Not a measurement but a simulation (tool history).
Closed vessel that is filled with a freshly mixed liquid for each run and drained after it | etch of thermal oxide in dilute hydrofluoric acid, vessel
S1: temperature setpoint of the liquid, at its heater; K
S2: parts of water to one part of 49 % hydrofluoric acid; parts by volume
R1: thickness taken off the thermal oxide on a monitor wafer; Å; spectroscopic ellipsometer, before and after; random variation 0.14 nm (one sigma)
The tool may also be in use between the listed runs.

run 1 hour=0.0 | S1=296.15 S2=75 time_in_the_liquid_(s)=120 | R1=80.863
run 2 hour=5.2 | S1=296.15 S2=55 time_in_the_liquid_(s)=120 | R1=111.510
run 3 hour=11.1 | S1=296.15 S2=70 time_in_the_liquid_(s)=120 | R1=86.365
run 4 hour=19.1 | S1=298.65 S2=65 time_in_the_liquid_(s)=120 | R1=104.870
run 5 hour=27.0 | S1=298.65 S2=45 time_in_the_liquid_(s)=120 | R1=153.370
run 6 hour=35.6 | S1=298.65 S2=65 time_in_the_liquid_(s)=120 | R1=104.480
run 7 hour=37.4 | S1=300.15 S2=60 time_in_the_liquid_(s)=120 | R1=120.270
run 8 hour=42.0 | S1=301.15 S2=55 time_in_the_liquid_(s)=120 | R1=138.530
run 9 hour=49.7 | S1=302.15 S2=55 time_in_the_liquid_(s)=120 | R1=141.590
-- hour=58.2 hydrofluoric acid flow meter replaced
run 10 hour=58.2 | S1=302.65 S2=55 time_in_the_liquid_(s)=120 | R1=139.290
run 11 hour=62.8 | S1=303.15 S2=55 time_in_the_liquid_(s)=120 | R1=141.770
run 12 hour=67.5 | S1=303.65 S2=55 time_in_the_liquid_(s)=120 | R1=142.850
run 13 hour=73.2 | S1=304.15 S2=45 time_in_the_liquid_(s)=120 | R1=180.830
run 14 hour=78.7 | S1=303.15 S2=45 time_in_the_liquid_(s)=120 | R1=175.240

The next listed run, before its measurement:
run 15 hour=80.8 | S1=302.65 S2=45 time_in_the_liquid_(s)=120 | R1=?

R1: 175.120 Å
